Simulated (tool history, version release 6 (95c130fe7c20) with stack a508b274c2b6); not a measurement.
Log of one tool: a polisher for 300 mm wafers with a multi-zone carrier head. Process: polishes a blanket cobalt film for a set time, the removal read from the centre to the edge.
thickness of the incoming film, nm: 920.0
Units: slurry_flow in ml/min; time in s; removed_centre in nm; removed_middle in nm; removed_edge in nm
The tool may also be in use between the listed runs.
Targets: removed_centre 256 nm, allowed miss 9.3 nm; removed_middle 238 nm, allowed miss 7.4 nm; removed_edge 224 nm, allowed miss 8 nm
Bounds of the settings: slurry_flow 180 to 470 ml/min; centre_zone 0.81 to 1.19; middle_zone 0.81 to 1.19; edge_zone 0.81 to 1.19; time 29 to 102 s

{"run": 1, "day": 0.0, "slurry_flow": 300, "centre_zone": 1, "middle_zone": 1, "edge_zone": 1, "time": 65, "removed_centre": 262.78, "removed_middle": 277.87, "removed_edge": 275.5}
{"run": 2, "day": 0.092, "slurry_flow": 300, "centre_zone": 1, "middle_zone": 1.05, "edge_zone": 1, "time": 65, "removed_centre": 264.81, "removed_middle": 287.97, "removed_edge": 278.33}
{"run": 3, "day": 0.246, "slurry_flow": 300, "centre_zone": 1, "middle_zone": 1.1, "edge_zone": 1, "time": 65, "removed_centre": 262.69, "removed_middle": 297.71, "removed_edge": 279.47}
{"run": 4, "day": 0.596, "slurry_flow": 300, "centre_zone": 1.02, "middle_zone": 1.07, "edge_zone": 0.97, "time": 63, "removed_centre": 255.85, "removed_middle": 284.48, "removed_edge": 266.08}
{"run": 5, "day": 0.742, "slurry_flow": 300, "centre_zone": 1.02, "middle_zone": 1.07, "edge_zone": 1.04, "time": 63, "removed_centre": 260.51, "removed_middle": 282.88, "removed_edge": 278.75}
{"run": 6, "day": 0.821, "slurry_flow": 300, "centre_zone": 1.04, "middle_zone": 1.03, "edge_zone": 0.99, "time": 62, "removed_centre": 256.87, "removed_middle": 277.05, "removed_edge": 266.61}
{"run": 7, "day": 1.062, "slurry_flow": 310, "centre_zone": 1.07, "middle_zone": 0.98, "edge_zone": 0.95, "time": 60, "removed_centre": 260.75, "removed_middle": 252.04, "removed_edge": 254.52}
{"run": 8, "day": 1.208, "slurry_flow": 310, "centre_zone": 1.08, "middle_zone": 0.98, "edge_zone": 0.92, "time": 59, "removed_centre": 252.19, "removed_middle": 248.4, "removed_edge": 248.28}
{"run": 9, "day": 1.392, "slurry_flow": 325, "centre_zone": 1.11, "middle_zone": 0.99, "edge_zone": 0.89, "time": 58, "removed_centre": 256.13, "removed_middle": 247.93, "removed_edge": 237.56}
{"run": 10, "day": 1.454, "slurry_flow": 325, "centre_zone": 1.12, "middle_zone": 0.99, "edge_zone": 0.88, "time": 58, "removed_centre": 262.92, "removed_middle": 246.91, "removed_edge": 238.46}
{"run": 11, "day": 1.479, "slurry_flow": 325, "centre_zone": 1.12, "middle_zone": 0.99, "edge_zone": 0.87, "time": 58, "removed_centre": 264.62, "removed_middle": 246.04, "removed_edge": 235.12}
{"run": 12, "day": 1.85, "slurry_flow": 320, "centre_zone": 1.12, "middle_zone": 0.99, "edge_zone": 0.86, "time": 58, "removed_centre": 263.6, "removed_middle": 249.89, "removed_edge": 238.3}

5 next moves are on the table. One of them brings every result within its allowed miss. Which?
{"run": "A", "day": 2.221, "slurry_flow": 285, "centre_zone": 1.07, "middle_zone": 1.08, "edge_zone": 0.88, "time": 59, "removed_centre": "?", "removed_middle": "?", "removed_edge": "?"}
{"run": "B", "day": 2.221, "slurry_flow": 255, "centre_zone": 1.02, "middle_zone": 0.96, "edge_zone": 0.91, "time": 64, "removed_centre": "?", "removed_middle": "?", "removed_edge": "?"}
{"run": "C", "day": 2.221, "slurry_flow": 295, "centre_zone": 1.04, "middle_zone": 0.97, "edge_zone": 0.95, "time": 59, "removed_centre": "?", "removed_middle": "?", "removed_edge": "?"}
{"run": "D", "day": 2.221, "slurry_flow": 275, "centre_zone": 1.15, "middle_zone": 1, "edge_zone": 0.84, "time": 56, "removed_centre": "?", "removed_middle": "?", "removed_edge": "?"}
{"run": "E", "day": 2.221, "slurry_flow": 330, "centre_zone": 0.99, "middle_zone": 0.88, "edge_zone": 0.9, "time": 61, "removed_centre": "?", "removed_middle": "?", "removed_edge": "?"}

move=A removed_centre=251.31 removed_middle=269.93 removed_edge=238.86
move=B removed_centre=255.62 removed_middle=261.51 removed_edge=260.83
move=C removed_centre=245.04 removed_middle=247.41 removed_edge=248.56
move=D removed_centre=255.26 removed_middle=238.92 removed_edge=221.56
move=E removed_centre=243.94 removed_middle=238.65 removed_edge=253.13
A: further off than the last run
B: further off than the last run
C: further off than the last run
D: meets every target
E: further off than the last run
Move D is the one to make.
